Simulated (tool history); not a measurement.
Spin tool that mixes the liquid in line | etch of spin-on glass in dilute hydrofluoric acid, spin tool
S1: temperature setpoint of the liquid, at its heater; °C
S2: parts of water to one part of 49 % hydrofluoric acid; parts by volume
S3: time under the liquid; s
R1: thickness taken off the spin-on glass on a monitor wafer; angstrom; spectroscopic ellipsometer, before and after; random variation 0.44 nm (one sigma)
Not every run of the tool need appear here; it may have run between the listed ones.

run,day,S1,S2,S3,R1
1,0,20,115,60,213.37
2,0.096,22.5,115,60,234.6
3,0.383,23,100,60,282.14
4,0.446,23.5,90,60,326.28
5,0.779,23.5,65,60,467.72
6,1.079,24,60,60,514.27
7,1.246,28,25,60,1530.5
8,1.567,27.5,25,60,1487.6
9,1.929,27,25,60,1473.2
10,2.054,27,25,60,1464
11,2.338,26.5,25,60,1435.1
12,2.583,25.5,25,60,1388.3
13,2.721,24.5,25,60,1312.7
14,2.933,23.5,25,60,1266.7
15,3.004,22.5,25,60,1209.3
16,3.104,22,25,60,1196.7
17,3.438,21.5,25,60,1162.5
18,3.642,21.5,25,60,1173.5
19,3.808,21,25,60,1137.6
20,4.029,17,40,60,587.17
21,4.283,17.5,40,60,601.52
22,4.321,18,40,60,620.58
23,4.512,18.5,40,60,630.8
24,4.612,19,40,60,637.78
25,4.771,19,40,60,643.28
26,4.958,23,40,60,763.89

Predict the results of run 27:
27,5.146,24,40,60,?

Run 27 came out at R1 800.73 angstrom.
